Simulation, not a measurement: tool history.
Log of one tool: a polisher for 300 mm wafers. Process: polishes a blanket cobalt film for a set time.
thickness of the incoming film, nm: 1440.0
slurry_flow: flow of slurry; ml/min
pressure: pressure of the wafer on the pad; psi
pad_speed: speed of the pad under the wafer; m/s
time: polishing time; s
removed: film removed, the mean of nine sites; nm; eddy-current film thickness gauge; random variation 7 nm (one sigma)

run  hour  slurry_flow  pressure  pad_speed  time  removed
  1   0.0          270       2.5       0.76    76   409.73
  2   2.2          270       2.5       0.94    76   507.34
  3   5.5          270       2.6       0.94    76   516.98
  4   9.1          270       2.8       0.94    76   559.28
  5  12.7          315       2.8       0.94    76   564.58
  6  13.5          315       2.8       0.94    76   560.56
  7  21.9          315       2.9       0.94    76   583.00
  8  22.6          315       3.0       0.94    76   607.99
  9  31.4          315       3.1       0.94    76   633.24
 10  34.4          315       3.2       0.94    76   659.60

Run 11 comes next. What will it give?
 11  43.0          315       3.4       0.94    76        ?

removed: 687.37 nm
